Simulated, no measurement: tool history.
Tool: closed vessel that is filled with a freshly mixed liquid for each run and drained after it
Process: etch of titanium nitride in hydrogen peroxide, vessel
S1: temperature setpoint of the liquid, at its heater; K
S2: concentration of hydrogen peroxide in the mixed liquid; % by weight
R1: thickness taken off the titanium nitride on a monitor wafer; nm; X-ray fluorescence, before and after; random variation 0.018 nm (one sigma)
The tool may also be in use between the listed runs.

run 1 hour=0.0 | S1=320.15 S2=16.5 time_in_the_liquid_(s)=255 | R1=5.8838
run 2 hour=7.4 | S1=325.65 S2=16.5 time_in_the_liquid_(s)=255 | R1=8.8087
run 3 hour=9.7 | S1=325.65 S2=20.0 time_in_the_liquid_(s)=255 | R1=9.0025
run 4 hour=12.5 | S1=323.15 S2=20.0 time_in_the_liquid_(s)=255 | R1=7.7688
run 5 hour=13.8 | S1=320.65 S2=20.0 time_in_the_liquid_(s)=255 | R1=6.3957
run 6 hour=16.9 | S1=320.65 S2=20.0 time_in_the_liquid_(s)=255 | R1=6.4021
run 7 hour=18.6 | S1=318.65 S2=20.0 time_in_the_liquid_(s)=255 | R1=5.5075
run 8 hour=20.5 | S1=317.15 S2=20.0 time_in_the_liquid_(s)=255 | R1=4.8894
run 9 hour=25.0 | S1=309.15 S2=19.5 time_in_the_liquid_(s)=255 | R1=2.6171

The next listed run, before its measurement:
run 10 hour=31.2 | S1=308.65 S2=19.5 time_in_the_liquid_(s)=255 | R1=?

{"run 10": {"R1": 2.5614}}

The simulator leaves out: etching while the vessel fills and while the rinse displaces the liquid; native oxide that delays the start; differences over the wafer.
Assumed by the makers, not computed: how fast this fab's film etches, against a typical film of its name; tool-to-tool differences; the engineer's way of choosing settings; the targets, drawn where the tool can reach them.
